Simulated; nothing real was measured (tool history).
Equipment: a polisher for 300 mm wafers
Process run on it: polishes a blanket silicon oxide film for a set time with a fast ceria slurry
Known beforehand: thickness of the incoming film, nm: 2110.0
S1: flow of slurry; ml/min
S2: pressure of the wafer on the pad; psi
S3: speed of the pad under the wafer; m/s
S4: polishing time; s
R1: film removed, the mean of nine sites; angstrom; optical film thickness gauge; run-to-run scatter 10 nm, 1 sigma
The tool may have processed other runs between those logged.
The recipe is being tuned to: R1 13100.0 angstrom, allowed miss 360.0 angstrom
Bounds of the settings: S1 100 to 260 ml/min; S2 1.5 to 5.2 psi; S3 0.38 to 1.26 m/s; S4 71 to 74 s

| run | hour | S1 | S2 | S3 | S4 | R1 |
|---|---|---|---|---|---|---|
| 1 | 0.0 | 165 | 3.3 | 0.82 | 71 | 11023.0 |
| 2 | 4.3 | 145 | 3.3 | 0.82 | 71 | 10828.0 |
| 3 | 7.2 | 145 | 3.3 | 0.66 | 71 | 8663.6 |
| 4 | 9.2 | 155 | 3.5 | 0.66 | 71 | 9416.6 |
| 5 | 13.0 | 165 | 3.6 | 0.66 | 71 | 9766.0 |
| 6 | 16.4 | 185 | 3.6 | 0.66 | 71 | 9947.4 |
| 7 | 23.8 | 185 | 3.6 | 0.66 | 71 | 9819.3 |
| 8 | 31.8 | 185 | 3.8 | 0.66 | 71 | 10389.0 |

Exactly one of the 4 candidate moves below puts every result within its allowed miss. Which one?
| A | 39.8 | 130 | 3.5 | 0.80 | 73 | ? |
| B | 39.8 | 195 | 4.0 | 0.84 | 74 | ? |
| C | 39.8 | 115 | 3.6 | 0.64 | 71 | ? |
| D | 39.8 | 180 | 4.5 | 0.68 | 74 | ? |

| move | R1 |
|---|---|
| A | 11396.0 |
| B | 14623.0 |
| C | 8992.2 |
| D | 13236.0 |
A: closes in on the targets versus the last run, not all within tolerance yet
B: the result that was furthest off in the last run now lies on the other side of its target
C: further off than the last run
D: each result inside its tolerance
So the answer is move D, the one that meets all the targets.

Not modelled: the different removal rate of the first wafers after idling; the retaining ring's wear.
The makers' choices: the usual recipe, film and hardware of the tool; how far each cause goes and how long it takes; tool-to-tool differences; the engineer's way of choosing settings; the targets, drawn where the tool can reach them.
